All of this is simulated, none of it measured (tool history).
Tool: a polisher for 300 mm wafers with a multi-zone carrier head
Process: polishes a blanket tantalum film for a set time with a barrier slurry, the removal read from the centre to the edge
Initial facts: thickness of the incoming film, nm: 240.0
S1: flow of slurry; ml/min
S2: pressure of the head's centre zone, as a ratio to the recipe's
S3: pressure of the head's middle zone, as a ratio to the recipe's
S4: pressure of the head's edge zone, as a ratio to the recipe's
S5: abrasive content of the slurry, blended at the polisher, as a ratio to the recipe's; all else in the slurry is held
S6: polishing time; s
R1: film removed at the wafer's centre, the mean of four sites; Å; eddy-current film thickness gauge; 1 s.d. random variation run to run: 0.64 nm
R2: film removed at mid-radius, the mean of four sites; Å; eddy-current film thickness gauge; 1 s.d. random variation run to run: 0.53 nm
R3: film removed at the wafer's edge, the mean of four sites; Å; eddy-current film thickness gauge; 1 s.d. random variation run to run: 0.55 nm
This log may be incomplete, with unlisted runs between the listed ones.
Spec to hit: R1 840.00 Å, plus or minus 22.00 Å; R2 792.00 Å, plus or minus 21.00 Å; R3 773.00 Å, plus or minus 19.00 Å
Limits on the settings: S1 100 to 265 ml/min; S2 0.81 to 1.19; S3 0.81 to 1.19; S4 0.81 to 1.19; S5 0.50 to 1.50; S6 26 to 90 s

run 1 day=0.000 | S1=170 S2=1.00 S3=1.00 S4=1.00 S5=1.00 S6=58 | R1=1019.90 R2=1030.60 R3=1027.70
run 2 day=0.042 | S1=190 S2=1.00 S3=1.00 S4=1.00 S5=1.00 S6=58 | R1=1038.80 R2=1062.50 R3=1050.70
run 3 day=0.417 | S1=180 S2=1.00 S3=0.99 S4=0.98 S5=0.95 S6=58 | R1=1002.60 R2=1024.70 R3=1001.80
run 4 day=0.500 | S1=170 S2=1.00 S3=0.97 S4=0.96 S5=0.90 S6=58 | R1=978.27 R2=970.45 R3=964.94
run 5 day=0.675 | S1=165 S2=1.00 S3=0.96 S4=0.94 S5=0.85 S6=58 | R1=953.49 R2=944.37 R3=927.04
run 6 day=0.875 | S1=160 S2=1.00 S3=0.95 S4=0.92 S5=0.85 S6=58 | R1=939.38 R2=933.74 R3=929.72
run 7 day=1.008 | S1=155 S2=1.01 S3=0.94 S4=0.91 S5=0.80 S6=58 | R1=929.17 R2=900.73 R3=890.57
run 8 day=1.283 | S1=150 S2=1.01 S3=0.93 S4=0.90 S5=0.80 S6=58 | R1=919.31 R2=892.54 R3=886.80
run 9 day=1.562 | S1=150 S2=1.01 S3=0.93 S4=0.90 S5=0.80 S6=58 | R1=920.89 R2=885.67 R3=883.65
run 10 day=1.588 | S1=150 S2=1.01 S3=0.93 S4=0.90 S5=0.80 S6=58 | R1=916.71 R2=891.52 R3=893.92
run 11 day=1.933 | S1=150 S2=1.01 S3=0.93 S4=0.90 S5=0.80 S6=58 | R1=914.39 R2=887.00 R3=873.27
run 12 day=2.008 | S1=145 S2=1.01 S3=0.92 S4=0.89 S5=0.80 S6=58 | R1=910.31 R2=869.42 R3=861.09
run 13 day=2.362 | S1=110 S2=1.00 S3=0.90 S4=0.81 S5=0.65 S6=58 | R1=760.67 R2=729.73 R3=718.31
run 14 day=2.417 | S1=115 S2=1.00 S3=0.90 S4=0.81 S5=0.65 S6=58 | R1=769.78 R2=726.30 R3=726.38
run 15 day=2.771 | S1=120 S2=1.00 S3=0.90 S4=0.81 S5=0.65 S6=58 | R1=783.57 R2=732.47 R3=732.63
run 16 day=2.817 | S1=125 S2=1.00 S3=0.91 S4=0.81 S5=0.65 S6=58 | R1=781.74 R2=753.41 R3=739.42
run 17 day=3.175 | S1=130 S2=1.00 S3=0.91 S4=0.81 S5=0.65 S6=58 | R1=787.99 R2=762.14 R3=752.08
run 18 day=3.342 | S1=135 S2=1.01 S3=0.91 S4=0.81 S5=0.65 S6=58 | R1=815.20 R2=762.08 R3=748.43

Which of these 5 next moves meets every target?
run A day=3.508 | S1=145 S2=0.94 S3=0.85 S4=0.87 S5=0.65 S6=57 | R1=? R2=? R3=?
run B day=3.508 | S1=150 S2=1.12 S3=1.10 S4=0.81 S5=0.70 S6=51 | R1=? R2=? R3=?
run C day=3.508 | S1=125 S2=0.93 S3=0.94 S4=0.85 S5=0.65 S6=59 | R1=? R2=? R3=?
run D day=3.508 | S1=155 S2=1.02 S3=0.92 S4=0.84 S5=0.60 S6=60 | R1=? R2=? R3=?
run E day=3.508 | S1=120 S2=1.08 S3=0.89 S4=0.83 S5=0.60 S6=60 | R1=? R2=? R3=?

move=A R1=751.15 R2=731.54 R3=773.90
move=B R1=841.50 R2=831.76 R3=698.64
move=C R1=738.54 R2=786.74 R3=771.81
move=D R1=834.43 R2=791.38 R3=773.84
move=E R1=823.85 R2=725.54 R3=737.09
A: the biggest miss grows against the last run
B: the result that was furthest off in the last run now lies on the other side of its target
C: gets the furthest-off result to its target, but another result is out of tolerance
D: each result inside its tolerance
E: the biggest miss grows against the last run
D meets every target.
